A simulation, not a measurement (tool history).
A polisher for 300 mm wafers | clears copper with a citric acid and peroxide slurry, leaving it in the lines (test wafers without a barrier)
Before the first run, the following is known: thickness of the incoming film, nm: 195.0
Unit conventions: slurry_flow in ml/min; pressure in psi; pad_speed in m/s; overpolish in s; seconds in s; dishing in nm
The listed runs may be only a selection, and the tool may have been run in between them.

{"run": 1, "hour": 0.0, "slurry_flow": 265, "pressure": 3.2, "pad_speed": 0.98, "slurry_solids": 1, "overpolish": 21, "seconds": 74.717, "dishing": 35.49}
{"run": 2, "hour": 7.3, "slurry_flow": 315, "pressure": 3.2, "pad_speed": 0.98, "slurry_solids": 1, "overpolish": 21, "seconds": 72.341, "dishing": 34.964}
{"run": 3, "hour": 10.9, "slurry_flow": 315, "pressure": 3.2, "pad_speed": 0.98, "slurry_solids": 1.1, "overpolish": 21, "seconds": 71.707, "dishing": 35.818}
{"run": 4, "hour": 15.6, "slurry_flow": 315, "pressure": 3.2, "pad_speed": 1.2, "slurry_solids": 1.1, "overpolish": 21, "seconds": 60.062, "dishing": 41.974}
{"run": 5, "hour": 17.1, "slurry_flow": 315, "pressure": 3.2, "pad_speed": 1.2, "slurry_solids": 0.95, "overpolish": 21, "seconds": 59.429, "dishing": 41.014}
{"run": 6, "hour": 22.5, "slurry_flow": 315, "pressure": 3.2, "pad_speed": 1.2, "slurry_solids": 0.95, "overpolish": 19, "seconds": 60.841, "dishing": 38.902}

What does the tool deliver on the next run?
{"run": 7, "hour": 23.7, "slurry_flow": 315, "pressure": 3.3, "pad_speed": 1.2, "slurry_solids": 0.95, "overpolish": 17, "seconds": "?", "dishing": "?"}

Run 7 produced seconds 58.596 s, dishing 36.738 nm.
